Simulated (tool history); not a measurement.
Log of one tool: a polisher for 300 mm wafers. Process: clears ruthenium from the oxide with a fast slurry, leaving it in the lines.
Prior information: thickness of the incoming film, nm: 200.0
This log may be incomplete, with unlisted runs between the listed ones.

run	hour	flow of slurry (ml/min)	pressure of the wafer on the pad (psi)	speed of the pad under the wafer (cm/s)	abrasive content of the slurry	overpolish time after the end point (s)	time until the end point was called (s)	dishing of a wide line in a test structure (Å)
1	0.0	295	2.2	104	1.0	13	55.389	373.65
2	8.1	295	2.6	104	1.0	13	48.984	414.78
3	14.4	295	2.6	104	1.0	17	48.452	507.72
4	20.3	295	2.2	98	1.0	16	60.003	421.74
5	23.9	295	1.8	98	1.0	16	70.907	358.76
6	31.7	295	1.6	98	1.0	15	76.982	324.05
7	33.8	295	1.4	98	1.0	14	87.492	281.91
8	39.4	295	1.3	98	1.0	14	92.725	257.72
9	44.2	290	1.2	98	1.0	14	97.624	240.13
10	44.8	275	1.1	98	1.0	14	106.950	235.80
11	53.4	285	1.1	98	1.0	14	103.460	234.36

What does the tool deliver on the next run?
12	59.5	290	1.1	98	1.0	14	?	?

{"run 12": {"time until the end point was called (s)": 105.21, "dishing of a wide line in a test structure (Å)": 235.89}}
